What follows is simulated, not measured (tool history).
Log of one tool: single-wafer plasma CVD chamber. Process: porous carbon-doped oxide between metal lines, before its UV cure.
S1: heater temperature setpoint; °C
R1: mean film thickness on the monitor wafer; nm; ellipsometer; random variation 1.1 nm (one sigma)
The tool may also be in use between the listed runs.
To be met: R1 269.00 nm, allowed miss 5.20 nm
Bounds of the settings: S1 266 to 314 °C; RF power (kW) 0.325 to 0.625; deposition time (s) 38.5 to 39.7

run 1 hour=0.0 | S1=290 RF_power_(kW)=0.475 deposition_time_(s)=38.5 | R1=223.10
run 2 hour=7.2 | S1=299 RF_power_(kW)=0.475 deposition_time_(s)=38.5 | R1=210.09
run 3 hour=10.9 | S1=306 RF_power_(kW)=0.475 deposition_time_(s)=38.5 | R1=200.55
run 4 hour=18.2 | S1=306 RF_power_(kW)=0.450 deposition_time_(s)=38.5 | R1=190.77
run 5 hour=20.9 | S1=306 RF_power_(kW)=0.450 deposition_time_(s)=38.5 | R1=190.38
run 6 hour=22.0 | S1=297 RF_power_(kW)=0.465 deposition_time_(s)=38.5 | R1=207.44
run 7 hour=28.8 | S1=290 RF_power_(kW)=0.480 deposition_time_(s)=38.5 | R1=223.54
run 8 hour=35.6 | S1=278 RF_power_(kW)=0.510 deposition_time_(s)=38.6 | R1=255.56
run 9 hour=37.4 | S1=276 RF_power_(kW)=0.510 deposition_time_(s)=38.6 | R1=261.20
run 10 hour=43.0 | S1=275 RF_power_(kW)=0.510 deposition_time_(s)=38.6 | R1=261.84
run 11 hour=50.2 | S1=274 RF_power_(kW)=0.510 deposition_time_(s)=38.6 | R1=263.80

Which of these 5 next moves meets every target?
run A hour=57.4 | S1=277 RF_power_(kW)=0.520 deposition_time_(s)=38.5 | R1=?
run B hour=57.4 | S1=275 RF_power_(kW)=0.510 deposition_time_(s)=39.6 | R1=?
run C hour=57.4 | S1=266 RF_power_(kW)=0.445 deposition_time_(s)=39.1 | R1=?
run D hour=57.4 | S1=276 RF_power_(kW)=0.490 deposition_time_(s)=38.9 | R1=?
run E hour=57.4 | S1=273 RF_power_(kW)=0.455 deposition_time_(s)=39.7 | R1=?

move=A R1=260.16
move=B R1=267.55
move=C R1=254.66
move=D R1=253.35
move=E R1=249.80
A: further off than the last run
B: meets every target
C: further off than the last run
D: further off than the last run
E: further off than the last run
The right move is B.

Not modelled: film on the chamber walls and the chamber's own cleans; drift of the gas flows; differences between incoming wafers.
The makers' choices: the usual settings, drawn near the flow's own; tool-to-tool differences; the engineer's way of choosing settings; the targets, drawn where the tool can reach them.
